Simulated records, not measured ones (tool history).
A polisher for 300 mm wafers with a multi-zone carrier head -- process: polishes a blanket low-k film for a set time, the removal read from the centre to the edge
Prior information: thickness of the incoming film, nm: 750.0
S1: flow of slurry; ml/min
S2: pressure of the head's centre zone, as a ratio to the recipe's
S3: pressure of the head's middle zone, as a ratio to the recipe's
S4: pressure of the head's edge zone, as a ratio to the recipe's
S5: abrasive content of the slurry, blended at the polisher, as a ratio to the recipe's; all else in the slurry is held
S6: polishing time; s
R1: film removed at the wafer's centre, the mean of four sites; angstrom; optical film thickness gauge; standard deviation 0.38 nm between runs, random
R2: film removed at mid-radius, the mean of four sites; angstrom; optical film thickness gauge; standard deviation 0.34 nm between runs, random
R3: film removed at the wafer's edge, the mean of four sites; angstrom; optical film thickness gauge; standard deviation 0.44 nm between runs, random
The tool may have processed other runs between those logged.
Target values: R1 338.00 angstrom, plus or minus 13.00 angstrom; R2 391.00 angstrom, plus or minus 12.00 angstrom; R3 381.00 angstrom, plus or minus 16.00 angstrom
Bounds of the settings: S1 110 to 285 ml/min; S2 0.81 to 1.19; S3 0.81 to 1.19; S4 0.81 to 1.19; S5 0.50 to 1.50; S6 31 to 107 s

{"run": 1, "hour": 0.0, "S1": 180, "S2": 1.0, "S3": 1.0, "S4": 1.0, "S5": 1.0, "S6": 69, "R1": 214.99, "R2": 223.68, "R3": 231.1}
{"run": 2, "hour": 4.0, "S1": 190, "S2": 1.0, "S3": 1.04, "S4": 1.04, "S5": 1.15, "S6": 73, "R1": 250.29, "R2": 264.76, "R3": 272.52}
{"run": 3, "hour": 12.1, "S1": 205, "S2": 1.0, "S3": 1.08, "S4": 1.07, "S5": 1.25, "S6": 75, "R1": 260.58, "R2": 291.03, "R3": 283.78}
{"run": 4, "hour": 20.5, "S1": 205, "S2": 1.0, "S3": 1.08, "S4": 0.99, "S5": 1.25, "S6": 75, "R1": 267.01, "R2": 289.36, "R3": 277.55}
{"run": 5, "hour": 26.8, "S1": 205, "S2": 1.0, "S3": 1.03, "S4": 0.99, "S5": 1.25, "S6": 75, "R1": 259.17, "R2": 278.28, "R3": 277.38}
{"run": 6, "hour": 31.7, "S1": 200, "S2": 1.0, "S3": 1.05, "S4": 1.02, "S5": 1.35, "S6": 79, "R1": 286.9, "R2": 305.95, "R3": 301.47}
{"run": 7, "hour": 38.9, "S1": 200, "S2": 1.0, "S3": 1.05, "S4": 1.02, "S5": 1.35, "S6": 79, "R1": 282.02, "R2": 303.69, "R3": 304.6}
{"run": 8, "hour": 43.3, "S1": 240, "S2": 1.01, "S3": 1.15, "S4": 1.12, "S5": 1.5, "S6": 84, "R1": 325.4, "R2": 375.35, "R3": 353.61}
{"run": 9, "hour": 50.4, "S1": 240, "S2": 1.01, "S3": 1.15, "S4": 1.13, "S5": 1.5, "S6": 85, "R1": 331.86, "R2": 375.73, "R3": 353.52}
{"run": 10, "hour": 53.9, "S1": 240, "S2": 1.0, "S3": 1.14, "S4": 1.14, "S5": 1.5, "S6": 86, "R1": 322.77, "R2": 376.23, "R3": 362.49}

Pick the move, out of 5, that brings all results within their allowed miss; only one does.
{"run": "A", "hour": 57.4, "S1": 255, "S2": 1.14, "S3": 1.1, "S4": 1.11, "S5": 1.5, "S6": 84, "R1": "?", "R2": "?", "R3": "?"}
{"run": "B", "hour": 57.4, "S1": 250, "S2": 1.11, "S3": 1.12, "S4": 1.19, "S5": 1.5, "S6": 83, "R1": "?", "R2": "?", "R3": "?"}
{"run": "C", "hour": 57.4, "S1": 225, "S2": 1.02, "S3": 1.14, "S4": 1.14, "S5": 1.35, "S6": 92, "R1": "?", "R2": "?", "R3": "?"}
{"run": "D", "hour": 57.4, "S1": 220, "S2": 1.18, "S3": 1.12, "S4": 1.15, "S5": 1.35, "S6": 86, "R1": "?", "R2": "?", "R3": "?"}
{"run": "E", "hour": 57.4, "S1": 235, "S2": 1.02, "S3": 1.19, "S4": 1.07, "S5": 1.45, "S6": 80, "R1": "?", "R2": "?", "R3": "?"}

move=A R1=359.22 R2=360.37 R3=354.20
move=B R1=347.08 R2=360.86 R3=360.96
move=C R1=344.23 R2=387.70 R3=375.13
move=D R1=357.98 R2=355.78 R3=351.51
move=E R1=308.39 R2=360.15 R3=325.46
A: lands further from the targets than the last run did
B: lands further from the targets than the last run did
C: in spec on every target
D: lands further from the targets than the last run did
E: lands further from the targets than the last run did
C is the move that brings every result within its allowed miss.
